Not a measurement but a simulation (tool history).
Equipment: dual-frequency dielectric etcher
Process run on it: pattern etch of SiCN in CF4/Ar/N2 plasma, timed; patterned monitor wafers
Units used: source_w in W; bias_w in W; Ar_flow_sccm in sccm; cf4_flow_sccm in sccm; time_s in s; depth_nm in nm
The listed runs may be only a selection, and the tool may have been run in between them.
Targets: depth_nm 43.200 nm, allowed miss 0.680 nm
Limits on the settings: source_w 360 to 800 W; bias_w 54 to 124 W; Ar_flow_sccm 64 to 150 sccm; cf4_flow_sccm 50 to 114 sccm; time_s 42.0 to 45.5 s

run    day  source_w  bias_w  Ar_flow_sccm  cf4_flow_sccm  time_s  depth_nm
  1  0.000       580      89           107             82    45.5    48.697
  2  0.029       580      89           124             82    45.5    47.341
  3  0.179       570      89           124             82    45.5    46.718
  4  0.400       650      89           124             82    45.5    50.919
  5  0.546       650      89           124             91    45.5    51.255
  6  0.883       620      89           124             91    45.5    50.382
  7  1.142       590      89           124             91    45.5    48.826
  8  1.196       570      89           124             91    45.5    48.005
  9  1.550       550      89           124             91    45.5    46.820
 10  1.904       540      89           124             91    45.5    46.339

Which one of the following 4 next-run settings gets every result inside its allowed miss? There is exactly one.
  A  2.258       520      91           121             87    44.5         ?
  B  2.258       450      89           113             92    45.0         ?
  C  2.258       480      97           126             84    42.0         ?
  D  2.258       600      78           112             84    43.0         ?

move  depth_nm
   A    44.929
   B    42.277
   C    41.525
   D    43.593
A: nearer than the last run, and not there yet
B: pushes the last run's worst result past its target
C: pushes the last run's worst result past its target
D: all results in spec
D is the move that brings every result within its allowed miss.

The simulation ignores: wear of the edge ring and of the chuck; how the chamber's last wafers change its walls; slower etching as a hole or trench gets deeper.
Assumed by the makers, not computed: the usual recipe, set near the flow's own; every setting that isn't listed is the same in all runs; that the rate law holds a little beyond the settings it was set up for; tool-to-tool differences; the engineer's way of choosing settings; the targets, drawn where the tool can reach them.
